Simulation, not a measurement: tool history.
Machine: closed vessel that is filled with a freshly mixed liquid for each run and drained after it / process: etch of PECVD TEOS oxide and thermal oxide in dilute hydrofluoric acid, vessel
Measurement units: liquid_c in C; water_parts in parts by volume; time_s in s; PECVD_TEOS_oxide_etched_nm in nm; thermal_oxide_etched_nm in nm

run	day	liquid_c	water_parts	time_s	PECVD_TEOS_oxide_etched_nm	thermal_oxide_etched_nm
1	0.000	23.0	225	330	11.6370	5.3369
2	0.188	21.5	225	330	10.9820	5.0465
3	0.579	18.5	225	330	9.7400	4.4455
4	0.904	18.5	290	330	7.1309	3.2736
5	1.204	20.0	290	330	7.5579	3.4934
# day 1.383: thermometer replaced
6	1.383	20.0	290	445	11.1190	5.0763
7	1.575	19.5	295	445	10.6640	4.9459

Estimate the outcome of run 8 from the log above:
8	1.688	19.0	295	445	?	?

Run 8 produced PECVD_TEOS_oxide_etched_nm 10.4680 nm, thermal_oxide_etched_nm 4.7612 nm.

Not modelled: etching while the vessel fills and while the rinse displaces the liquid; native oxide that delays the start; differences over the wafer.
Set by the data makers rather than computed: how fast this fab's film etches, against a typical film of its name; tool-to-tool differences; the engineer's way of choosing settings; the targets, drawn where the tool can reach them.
